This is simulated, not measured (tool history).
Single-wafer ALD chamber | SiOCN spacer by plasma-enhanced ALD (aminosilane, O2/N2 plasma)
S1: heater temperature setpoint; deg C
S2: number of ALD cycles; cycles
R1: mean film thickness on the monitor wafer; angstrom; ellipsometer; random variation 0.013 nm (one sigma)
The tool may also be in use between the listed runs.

run 1 day=0 | S1=420 S2=58 | R1=33.742
run 2 day=0.05 | S1=422 S2=56 | R1=32.341
run 3 day=0.196 | S1=424 S2=54 | R1=30.902
run 4 day=0.542 | S1=433 S2=54 | R1=30.185
run 5 day=0.617 | S1=442 S2=54 | R1=29.452
run 6 day=0.667 | S1=435 S2=54 | R1=30.032
run 7 day=0.762 | S1=435 S2=54 | R1=29.914

The next listed run, before its measurement:
run 8 day=0.921 | S1=436 S2=53 | R1=?

Run 8 gave R1 29.156 angstrom.
